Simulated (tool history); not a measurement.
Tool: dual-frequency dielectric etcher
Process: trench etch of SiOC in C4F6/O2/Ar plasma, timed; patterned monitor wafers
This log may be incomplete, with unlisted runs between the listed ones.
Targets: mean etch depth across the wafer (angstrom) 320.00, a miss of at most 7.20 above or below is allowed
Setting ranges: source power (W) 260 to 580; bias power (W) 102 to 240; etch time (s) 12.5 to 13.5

run  hour  source power (W)  bias power (W)  etch time (s)  mean etch depth across the wafer (angstrom)
  1   0.0               420             171           13.5                                       270.12
  2   6.4               460             179           13.5                                       285.19
  3  13.4               490             183           13.5                                       298.34
  4  20.5               510             185           13.5                                       303.42
  5  28.2               450             185           13.5                                       286.25
  6  33.3               480             188           13.5                                       297.56
  7  34.6               500             190           13.5                                       301.92
  8  36.1               520             192           13.5                                       306.83

Pick the move, out of 4, that brings all results within their allowed miss; only one does.
  A  37.6               550             200           13.5                                            ?
  B  37.6               550             181           12.5                                            ?
  C  37.6               510             207           13.0                                            ?
  D  37.6               550             176           13.0                                            ?

move  mean etch depth across the wafer (angstrom)
   A                                       317.53
   B                                       284.09
   C                                       299.73
   D                                       292.65
A: meets every target
B: the biggest miss grows against the last run
C: the biggest miss grows against the last run
D: the biggest miss grows against the last run
So the answer is move A, the one that meets all the targets.

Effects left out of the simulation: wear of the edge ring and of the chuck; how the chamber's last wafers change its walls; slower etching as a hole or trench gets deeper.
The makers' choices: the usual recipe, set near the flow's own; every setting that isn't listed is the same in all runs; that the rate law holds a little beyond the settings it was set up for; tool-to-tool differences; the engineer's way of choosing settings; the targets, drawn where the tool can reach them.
